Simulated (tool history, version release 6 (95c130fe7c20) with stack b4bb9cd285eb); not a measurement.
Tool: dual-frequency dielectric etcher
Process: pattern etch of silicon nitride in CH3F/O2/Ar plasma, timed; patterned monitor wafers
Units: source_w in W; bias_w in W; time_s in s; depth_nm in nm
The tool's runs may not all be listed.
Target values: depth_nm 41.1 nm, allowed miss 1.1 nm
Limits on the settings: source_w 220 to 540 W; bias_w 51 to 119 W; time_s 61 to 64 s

{"run": 1, "hour": 0.0, "source_w": 380, "bias_w": 85, "time_s": 61, "depth_nm": 45.918}
{"run": 2, "hour": 2.5, "source_w": 360, "bias_w": 83, "time_s": 61, "depth_nm": 44.611}
{"run": 3, "hour": 10.7, "source_w": 360, "bias_w": 92, "time_s": 61, "depth_nm": 46.704}
{"run": 4, "hour": 15.0, "source_w": 360, "bias_w": 92, "time_s": 61, "depth_nm": 46.397}
{"run": 5, "hour": 18.8, "source_w": 360, "bias_w": 99, "time_s": 61, "depth_nm": 48.053}
{"run": 6, "hour": 26.5, "source_w": 390, "bias_w": 99, "time_s": 61, "depth_nm": 49.666}
{"run": 7, "hour": 32.7, "source_w": 350, "bias_w": 96, "time_s": 61, "depth_nm": 46.666}
{"run": 8, "hour": 40.3, "source_w": 330, "bias_w": 95, "time_s": 61, "depth_nm": 45.333}
{"run": 9, "hour": 42.1, "source_w": 310, "bias_w": 94, "time_s": 61, "depth_nm": 44.294}
{"run": 10, "hour": 45.3, "source_w": 300, "bias_w": 93, "time_s": 61, "depth_nm": 43.989}
{"run": 11, "hour": 53.3, "source_w": 230, "bias_w": 87, "time_s": 61, "depth_nm": 38.15}
{"run": 12, "hour": 57.7, "source_w": 240, "bias_w": 88, "time_s": 61, "depth_nm": 39.186}

Of the 5 settings listed for the next run, only one would bring every result within its allowed miss of target. Which one?
{"run": "A", "hour": 62.1, "source_w": 220, "bias_w": 88, "time_s": 62, "depth_nm": "?"}
{"run": "B", "hour": 62.1, "source_w": 240, "bias_w": 89, "time_s": 61, "depth_nm": "?"}
{"run": "C", "hour": 62.1, "source_w": 220, "bias_w": 93, "time_s": 61, "depth_nm": "?"}
{"run": "D", "hour": 62.1, "source_w": 220, "bias_w": 91, "time_s": 61, "depth_nm": "?"}
{"run": "E", "hour": 62.1, "source_w": 240, "bias_w": 90, "time_s": 63, "depth_nm": "?"}

move=A depth_nm=38.378
move=B depth_nm=39.215
move=C depth_nm=38.691
move=D depth_nm=38.321
move=E depth_nm=40.699
A: misses by more than the last run did
B: roughly where the last run was
C: misses by more than the last run did
D: misses by more than the last run did
E: each result inside its tolerance
Correct choice: E, which meets every target
